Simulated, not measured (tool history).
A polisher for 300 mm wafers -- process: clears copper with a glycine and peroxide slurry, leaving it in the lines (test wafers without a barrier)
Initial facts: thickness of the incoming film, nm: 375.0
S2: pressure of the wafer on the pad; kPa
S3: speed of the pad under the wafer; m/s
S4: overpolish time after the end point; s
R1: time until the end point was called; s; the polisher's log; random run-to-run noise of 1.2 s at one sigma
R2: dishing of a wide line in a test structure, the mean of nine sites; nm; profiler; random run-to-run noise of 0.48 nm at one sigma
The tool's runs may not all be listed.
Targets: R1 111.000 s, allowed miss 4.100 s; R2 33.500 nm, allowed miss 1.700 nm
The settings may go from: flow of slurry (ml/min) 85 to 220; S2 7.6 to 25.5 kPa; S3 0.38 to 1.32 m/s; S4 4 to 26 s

{"run": 1, "hour": 0.0, "flow of slurry (ml/min)": 140, "S2": 16.5, "S3": 0.84, "S4": 13, "R1": 83.053, "R2": 40.386}
{"run": 2, "hour": 4.6, "flow of slurry (ml/min)": 140, "S2": 19.3, "S3": 0.84, "S4": 13, "R1": 74.133, "R2": 46.57}
{"run": 3, "hour": 7.1, "flow of slurry (ml/min)": 135, "S2": 17.2, "S3": 0.82, "S4": 14, "R1": 83.916, "R2": 43.615}
{"run": 4, "hour": 8.4, "flow of slurry (ml/min)": 135, "S2": 17.2, "S3": 0.82, "S4": 19, "R1": 84.726, "R2": 57.126}
{"run": 5, "hour": 11.6, "flow of slurry (ml/min)": 135, "S2": 20.7, "S3": 0.82, "S4": 19, "R1": 71.884, "R2": 64.232}
{"run": 6, "hour": 17.4, "flow of slurry (ml/min)": 135, "S2": 17.9, "S3": 0.8, "S4": 17, "R1": 82.781, "R2": 52.493}
{"run": 7, "hour": 24.9, "flow of slurry (ml/min)": 135, "S2": 13.8, "S3": 0.76, "S4": 12, "R1": 104.71, "R2": 31.458}
{"run": 8, "hour": 29.3, "flow of slurry (ml/min)": 130, "S2": 13.8, "S3": 0.76, "S4": 13, "R1": 104.75, "R2": 33.49}

Which one of the following 5 next-run settings gets every result inside its allowed miss? There is exactly one.
{"run": "A", "hour": 33.7, "flow of slurry (ml/min)": 165, "S2": 10.3, "S3": 0.86, "S4": 14, "R1": "?", "R2": "?"}
{"run": "B", "hour": 33.7, "flow of slurry (ml/min)": 130, "S2": 14.5, "S3": 0.76, "S4": 12, "R1": "?", "R2": "?"}
{"run": "C", "hour": 33.7, "flow of slurry (ml/min)": 120, "S2": 14.5, "S3": 0.8, "S4": 12, "R1": "?", "R2": "?"}
{"run": "D", "hour": 33.7, "flow of slurry (ml/min)": 150, "S2": 13.8, "S3": 0.78, "S4": 12, "R1": "?", "R2": "?"}
{"run": "E", "hour": 33.7, "flow of slurry (ml/min)": 85, "S2": 17.2, "S3": 0.86, "S4": 11, "R1": "?", "R2": "?"}

move=A R1=113.700 R2=33.354
move=B R1=102.400 R2=32.573
move=C R1=100.440 R2=33.076
move=D R1=101.130 R2=32.837
move=E R1=92.111 R2=33.246
A: every result lands within tolerance
B: misses by more than the last run did
C: misses by more than the last run did
D: misses by more than the last run did
E: misses by more than the last run did
A is the move that brings every result within its allowed miss.

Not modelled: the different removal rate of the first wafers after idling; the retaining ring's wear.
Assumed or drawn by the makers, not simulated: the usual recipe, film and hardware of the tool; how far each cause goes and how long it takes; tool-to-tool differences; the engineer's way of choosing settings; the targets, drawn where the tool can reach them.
